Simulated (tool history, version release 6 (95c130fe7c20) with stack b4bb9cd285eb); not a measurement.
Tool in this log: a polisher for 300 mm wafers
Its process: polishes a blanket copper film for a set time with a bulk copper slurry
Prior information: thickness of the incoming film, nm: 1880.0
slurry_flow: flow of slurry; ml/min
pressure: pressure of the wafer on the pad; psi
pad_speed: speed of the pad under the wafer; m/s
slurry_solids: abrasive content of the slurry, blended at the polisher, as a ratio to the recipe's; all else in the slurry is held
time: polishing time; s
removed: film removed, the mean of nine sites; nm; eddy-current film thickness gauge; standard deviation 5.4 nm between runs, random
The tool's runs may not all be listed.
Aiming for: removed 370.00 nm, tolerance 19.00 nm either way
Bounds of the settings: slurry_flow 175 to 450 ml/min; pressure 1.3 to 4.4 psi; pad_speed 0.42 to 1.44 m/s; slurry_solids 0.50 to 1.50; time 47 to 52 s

run,day,slurry_flow,pressure,pad_speed,slurry_solids,time,removed
1,0.000,290,2.8,0.92,1.00,52,484.76
2,0.300,290,2.6,0.92,1.00,52,450.46
3,0.367,290,2.6,1.10,1.00,52,543.28
4,0.725,290,2.3,1.08,1.00,52,480.99
5,0.875,290,2.3,1.28,1.00,52,554.99
6,1.242,290,2.0,1.26,1.00,52,469.48
7,1.350,290,1.8,1.26,1.00,52,424.66
8,1.717,290,1.7,1.26,1.00,52,404.53

Pick the move, out of 5, that brings all results within their allowed miss; only one does.
A,2.083,190,1.4,1.20,1.50,51,?
B,2.083,300,1.5,1.22,1.00,48,?
C,2.083,175,1.8,1.28,1.05,47,?
D,2.083,295,1.5,1.24,1.05,47,?
E,2.083,210,1.9,0.98,1.15,47,?

move,removed
A,322.50
B,317.44
C,365.20
D,318.79
E,311.29
A: takes the biggest miss from the last run beyond its target
B: takes the biggest miss from the last run beyond its target
C: meets every target
D: takes the biggest miss from the last run beyond its target
E: takes the biggest miss from the last run beyond its target
Move C is the one to make.
